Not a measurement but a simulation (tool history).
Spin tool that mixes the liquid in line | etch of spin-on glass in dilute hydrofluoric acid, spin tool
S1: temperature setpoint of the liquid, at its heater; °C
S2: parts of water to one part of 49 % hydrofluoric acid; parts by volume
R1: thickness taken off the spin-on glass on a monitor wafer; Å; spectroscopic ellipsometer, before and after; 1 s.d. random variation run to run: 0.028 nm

Run 1, hour 0.0: S1 25.0 °C, S2 295 parts by volume, time under the liquid (s) 15. Result: R1 21.376 Å.
Run 2, hour 1.3: S1 27.0 °C, S2 280 parts by volume, time under the liquid (s) 15. Result: R1 24.647 Å.
Run 3, hour 8.0: S1 25.5 °C, S2 280 parts by volume, time under the liquid (s) 15. Result: R1 23.338 Å.
Run 4, hour 13.5: S1 27.5 °C, S2 270 parts by volume, time under the liquid (s) 15. Result: R1 26.402 Å.
At hour 15.7: hydrofluoric acid flow meter replaced.
Run 5, hour 15.7: S1 29.0 °C, S2 265 parts by volume, time under the liquid (s) 15. Result: R1 26.128 Å.
Run 6, hour 19.5: S1 29.0 °C, S2 330 parts by volume, time under the liquid (s) 15. Result: R1 19.238 Å.
Run 7, hour 27.7: S1 29.5 °C, S2 300 parts by volume, time under the liquid (s) 15. Result: R1 22.434 Å.
Run 8, hour 33.5: S1 30.0 °C, S2 275 parts by volume, time under the liquid (s) 15. Result: R1 25.661 Å.
Run 9, hour 37.2: S1 30.5 °C, S2 260 parts by volume, time under the liquid (s) 15. Result: R1 28.199 Å.

Expected results for the next run?
Run 10, hour 43.0: S1 33.0 °C, S2 230 parts by volume, time under the liquid (s) 15. Result: R1 ?.

R1: 35.822 Å

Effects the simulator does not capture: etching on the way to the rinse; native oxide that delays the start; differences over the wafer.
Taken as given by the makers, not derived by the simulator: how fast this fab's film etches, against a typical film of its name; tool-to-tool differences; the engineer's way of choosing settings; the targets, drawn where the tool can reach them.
